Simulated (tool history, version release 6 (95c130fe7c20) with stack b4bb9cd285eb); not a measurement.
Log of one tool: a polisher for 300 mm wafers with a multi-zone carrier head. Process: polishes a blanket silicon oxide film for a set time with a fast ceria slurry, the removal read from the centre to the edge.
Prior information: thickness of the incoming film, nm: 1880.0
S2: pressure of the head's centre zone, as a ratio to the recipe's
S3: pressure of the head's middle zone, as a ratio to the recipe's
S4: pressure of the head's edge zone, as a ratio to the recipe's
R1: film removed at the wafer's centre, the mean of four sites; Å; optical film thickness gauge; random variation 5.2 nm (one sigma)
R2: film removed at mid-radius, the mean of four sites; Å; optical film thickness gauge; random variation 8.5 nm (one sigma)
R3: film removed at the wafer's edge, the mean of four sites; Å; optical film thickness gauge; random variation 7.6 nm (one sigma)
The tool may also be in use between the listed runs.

Run 1, hour 0: flow of slurry (ml/min) 285, S2 1, S3 1, S4 1, polishing time (s) 41. Result: R1 7169.8 Å, R2 7028.5 Å, R3 7262.4 Å.
Run 2, hour 2.8: flow of slurry (ml/min) 285, S2 1.07, S3 1, S4 1, polishing time (s) 41. Result: R1 7759.2 Å, R2 6991 Å, R3 7272.4 Å.
Run 3, hour 8.3: flow of slurry (ml/min) 280, S2 1.03, S3 0.98, S4 0.99, polishing time (s) 40. Result: R1 7292.5 Å, R2 6815.6 Å, R3 7019 Å.
Run 4, hour 13.1: flow of slurry (ml/min) 325, S2 1.03, S3 0.98, S4 0.99, polishing time (s) 40. Result: R1 7384.7 Å, R2 6896.7 Å, R3 7121.1 Å.
Run 5, hour 21: flow of slurry (ml/min) 325, S2 0.96, S3 0.98, S4 0.99, polishing time (s) 40. Result: R1 6957.7 Å, R2 6847.4 Å, R3 7163.2 Å.
Run 6, hour 26.8: flow of slurry (ml/min) 325, S2 0.96, S3 0.98, S4 0.99, polishing time (s) 48. Result: R1 8200.8 Å, R2 8228.4 Å, R3 8527.7 Å.
Run 7, hour 28.9: flow of slurry (ml/min) 315, S2 0.93, S3 0.96, S4 0.98, polishing time (s) 46. Result: R1 7554.8 Å, R2 7884.6 Å, R3 8154.7 Å.

Run 8, settings as shown, results not yet in. Your forecast:
Run 8, hour 33.3: flow of slurry (ml/min) 315, S2 0.92, S3 0.95, S4 0.99, polishing time (s) 43. Result: R1 ?, R2 ?, R3 ?.

{"run 8": {"R1": 7032.1, "R2": 7315.9, "R3": 7635.4}}
